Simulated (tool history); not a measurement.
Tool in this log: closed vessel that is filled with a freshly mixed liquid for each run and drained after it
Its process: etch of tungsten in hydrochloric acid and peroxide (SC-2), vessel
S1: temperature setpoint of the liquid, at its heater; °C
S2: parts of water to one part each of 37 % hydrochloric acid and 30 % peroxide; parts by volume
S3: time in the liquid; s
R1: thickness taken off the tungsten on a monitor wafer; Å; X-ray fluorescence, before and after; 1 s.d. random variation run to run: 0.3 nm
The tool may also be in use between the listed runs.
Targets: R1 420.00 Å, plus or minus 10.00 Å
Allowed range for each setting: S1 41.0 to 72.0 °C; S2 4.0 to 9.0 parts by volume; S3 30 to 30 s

Run 1, hour 0.0: S1 57.0 °C, S2 5.0 parts by volume, S3 30 s. Result: R1 189.07 Å.
Run 2, hour 6.4: S1 60.0 °C, S2 5.0 parts by volume, S3 30 s. Result: R1 227.75 Å.
Run 3, hour 14.6: S1 60.0 °C, S2 7.0 parts by volume, S3 30 s. Result: R1 178.83 Å.
Run 4, hour 20.9: S1 63.0 °C, S2 7.0 parts by volume, S3 30 s. Result: R1 215.08 Å.
Run 5, hour 24.0: S1 63.0 °C, S2 7.0 parts by volume, S3 30 s. Result: R1 214.92 Å.
Run 6, hour 28.6: S1 65.0 °C, S2 7.0 parts by volume, S3 30 s. Result: R1 240.93 Å.
Run 7, hour 32.8: S1 66.5 °C, S2 6.5 parts by volume, S3 30 s. Result: R1 279.79 Å.
Run 8, hour 37.2: S1 68.0 °C, S2 6.5 parts by volume, S3 30 s. Result: R1 303.32 Å.
Run 9, hour 40.5: S1 69.0 °C, S2 6.5 parts by volume, S3 30 s. Result: R1 328.72 Å.

Next run, 5 choices. One meets every target within its allowed miss, the rest don't. Which?
Run A, hour 43.8: S1 72.0 °C, S2 6.5 parts by volume, S3 30 s. Result: R1 ?.
Run B, hour 43.8: S1 64.5 °C, S2 7.5 parts by volume, S3 30 s. Result: R1 ?.
Run C, hour 43.8: S1 68.5 °C, S2 4.0 parts by volume, S3 30 s. Result: R1 ?.
Run D, hour 43.8: S1 71.0 °C, S2 5.5 parts by volume, S3 30 s. Result: R1 ?.
Run E, hour 43.8: S1 69.0 °C, S2 5.0 parts by volume, S3 30 s. Result: R1 ?.

move      R1
   A  389.04
   B  222.37
   C  448.23
   D  415.80
   E  395.81
A: better than the last run, though not everything is in spec
B: lands further from the targets than the last run did
C: carries the result that was furthest off beyond its target, to the other side
D: every result within its allowed miss
E: better than the last run, though not everything is in spec
Move D is the one to make.

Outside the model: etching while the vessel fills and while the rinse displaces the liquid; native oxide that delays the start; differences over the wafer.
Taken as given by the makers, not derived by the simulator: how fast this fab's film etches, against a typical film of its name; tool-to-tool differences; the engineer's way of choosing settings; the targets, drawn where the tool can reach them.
